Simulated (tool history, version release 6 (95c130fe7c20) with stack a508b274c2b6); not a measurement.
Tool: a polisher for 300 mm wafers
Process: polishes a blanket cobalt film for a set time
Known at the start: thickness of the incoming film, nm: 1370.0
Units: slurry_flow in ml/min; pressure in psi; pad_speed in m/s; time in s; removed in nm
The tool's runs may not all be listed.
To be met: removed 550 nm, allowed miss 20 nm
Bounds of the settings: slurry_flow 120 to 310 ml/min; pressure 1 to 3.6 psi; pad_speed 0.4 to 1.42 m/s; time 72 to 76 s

run,hour,slurry_flow,pressure,pad_speed,time,removed
1,0,200,2.3,0.9,72,444.77
2,1.6,200,2.3,0.9,72,439.63
3,7.9,230,2.3,0.9,72,450.03
4,12.4,230,2,0.9,72,396.15
5,20,230,2.3,0.9,72,440.19
6,22.8,230,2.5,0.9,72,482.31
7,24.2,230,2.6,0.9,72,503.28
8,26.1,230,2.7,0.9,72,520.67

5 next moves are on the table. One of them brings every result within its allowed miss. Which?
A,28,290,2.4,0.84,76,?
B,28,200,2.9,0.84,76,?
C,28,260,2.7,0.82,74,?
D,28,215,2.8,0.8,75,?
E,28,145,2.7,0.9,74,?

move,removed
A,469.75
B,547.62
C,496.72
D,501.26
E,516.84
A: further off than the last run
B: meets every target
C: further off than the last run
D: further off than the last run
E: further off than the last run
The right move is B.
